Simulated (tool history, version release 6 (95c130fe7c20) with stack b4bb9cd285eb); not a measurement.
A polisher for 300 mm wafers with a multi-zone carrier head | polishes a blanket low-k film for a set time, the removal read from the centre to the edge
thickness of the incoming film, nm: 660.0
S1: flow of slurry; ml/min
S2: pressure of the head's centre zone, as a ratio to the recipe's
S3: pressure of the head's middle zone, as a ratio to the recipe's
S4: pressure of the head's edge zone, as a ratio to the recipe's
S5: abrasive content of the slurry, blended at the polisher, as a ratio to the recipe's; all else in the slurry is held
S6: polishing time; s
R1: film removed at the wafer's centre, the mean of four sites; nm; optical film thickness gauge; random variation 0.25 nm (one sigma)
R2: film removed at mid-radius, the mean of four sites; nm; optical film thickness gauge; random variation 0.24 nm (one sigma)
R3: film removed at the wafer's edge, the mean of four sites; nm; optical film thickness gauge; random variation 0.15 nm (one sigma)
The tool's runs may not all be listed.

run	hour	S1	S2	S3	S4	S5	S6	R1	R2	R3
1	0	275	1	1	1	1	51	18.815	19.392	19.201
2	1.8	280	1.01	1.02	1.02	1	51	19.017	19.493	19.463
3	9.2	280	1.01	1.02	1.02	1.05	51	19.343	19.89	19.625
4	11	280	1.01	1.09	1.02	1.05	51	19.852	21.173	19.694
5	18.6	285	1.01	1.1	1.03	1.05	51	19.175	21.497	19.797
6	22	285	1.01	1.1	1.03	1.05	45	16.902	18.774	17.358
7	25.7	290	1.02	1.11	1.04	1.1	45	17.756	19.029	17.783
8	32.7	290	1.02	1.12	1.04	1.15	45	17.663	19.949	17.771
9	39.9	290	1.03	1.12	1.05	1.2	45	18.177	19.693	18.228
10	48.2	295	1.03	1.13	1.06	1.25	45	18.526	20.356	18.577
11	49.5	295	1.03	1.14	1.07	1.3	45	18.909	20.705	19.024
12	51.9	300	1.03	1.15	1.08	1.3	45	18.282	21.227	18.87
13	58	310	1.11	1.13	1.16	1.5	47	21.319	22.921	21.205

Run 14 comes next. What will it give?
14	65.6	340	1.11	1.15	1.19	1.5	49	?	?	?

{"run 14": {"R1": 23.238, "R2": 24.044, "R3": 22.57}}
